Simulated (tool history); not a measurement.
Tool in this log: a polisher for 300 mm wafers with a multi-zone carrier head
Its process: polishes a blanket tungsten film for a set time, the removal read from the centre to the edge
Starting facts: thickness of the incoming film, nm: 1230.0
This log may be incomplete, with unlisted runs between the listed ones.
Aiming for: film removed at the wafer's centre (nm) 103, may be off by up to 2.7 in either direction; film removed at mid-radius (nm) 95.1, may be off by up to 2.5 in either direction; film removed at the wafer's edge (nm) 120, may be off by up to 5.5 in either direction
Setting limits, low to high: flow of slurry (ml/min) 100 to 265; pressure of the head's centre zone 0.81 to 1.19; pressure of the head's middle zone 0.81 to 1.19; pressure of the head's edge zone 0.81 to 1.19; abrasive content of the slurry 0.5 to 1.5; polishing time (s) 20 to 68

run	hour	flow of slurry (ml/min)	pressure of the head's centre zone	pressure of the head's middle zone	pressure of the head's edge zone	abrasive content of the slurry	polishing time (s)	film removed at the wafer's centre (nm)	film removed at mid-radius (nm)	film removed at the wafer's edge (nm)
1	0	170	1	1	1	1	44	214.62	213.42	217.59
2	4.9	130	1	1	1	1	44	206.02	204.49	221.65
3	6.7	130	1	1	1	1	34	159.07	158.23	172.67
4	14.6	125	0.98	0.96	0.98	0.85	32	143.08	141.68	152.59
5	20.3	120	0.97	0.92	1.01	0.8	30	131.1	126.09	146.49
6	23.9	115	0.96	0.89	1.01	0.7	29	120.96	118.07	137.97
7	28.9	110	0.99	0.81	1.09	0.5	22	92.27	81.798	104.16
8	33	110	0.99	0.81	1.09	0.5	22	91.328	81.365	104.71
9	37.6	130	0.98	0.82	1.1	0.55	22	94.034	84.63	106.16
10	40	125	0.98	0.83	1.11	0.65	22	94.674	86.8	109.36
11	46.3	125	0.98	0.83	1.11	0.75	22	96.454	87.26	111.32
12	47.1	130	0.98	0.84	1.11	0.8	22	98.789	90.334	112.03
13	48.6	125	0.98	0.84	1.11	0.85	22	99.277	90.323	113.32
14	51.5	125	0.98	0.84	1.11	0.9	22	100.35	91.058	111.33

Exactly one of the 4 candidate moves below puts every result within its allowed miss. Which one?
A	54.4	100	0.94	0.81	1.18	0.8	27	?	?	?
B	54.4	160	0.93	0.81	1.09	0.85	23	?	?	?
C	54.4	135	0.96	0.83	1.19	0.8	25	?	?	?
D	54.4	110	0.95	0.81	1.16	0.8	26	?	?	?

move	film removed at the wafer's centre (nm)	film removed at mid-radius (nm)	film removed at the wafer's edge (nm)
A	109.92	102.41	138.93
B	101.38	94.438	120.48
C	109.4	100.83	133.56
D	108.75	100.16	134.05
A: pushes the last run's worst result past its target
B: every result lands within tolerance
C: pushes the last run's worst result past its target
D: pushes the last run's worst result past its target
So the answer is move B, the one that meets all the targets.
